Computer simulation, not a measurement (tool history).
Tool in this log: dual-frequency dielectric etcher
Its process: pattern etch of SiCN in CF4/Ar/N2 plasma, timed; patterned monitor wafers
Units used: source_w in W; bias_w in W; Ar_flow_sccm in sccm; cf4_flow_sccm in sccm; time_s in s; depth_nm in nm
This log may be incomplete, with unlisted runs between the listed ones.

| run | day | source_w | bias_w | Ar_flow_sccm | cf4_flow_sccm | time_s | depth_nm |
|---|---|---|---|---|---|---|---|
| 1 | 0 | 380 | 83 | 92 | 76 | 98 | 85.793 |
| 2 | 0.346 | 360 | 81 | 92 | 76 | 98 | 80.097 |
| 3 | 0.404 | 360 | 81 | 98 | 76 | 98 | 79.6 |
| 4 | 0.604 | 340 | 81 | 98 | 76 | 98 | 74.592 |
| 5 | 0.704 | 340 | 81 | 98 | 86 | 98 | 76.796 |
| 6 | 0.838 | 340 | 75 | 98 | 86 | 98 | 74.541 |
| 7 | 0.888 | 330 | 75 | 98 | 86 | 98 | 72.256 |
| 8 | 1.262 | 330 | 75 | 98 | 86 | 98 | 72.437 |
| 9 | 1.454 | 320 | 75 | 98 | 86 | 98 | 69.656 |
| 10 | 1.683 | 240 | 74 | 98 | 86 | 98 | 49.966 |
| 11 | 1.871 | 260 | 74 | 98 | 86 | 98 | 54.779 |

The next listed run, before its measurement:
| 12 | 2.108 | 270 | 74 | 98 | 86 | 98 | ? |

depth_nm: 57.465 nm
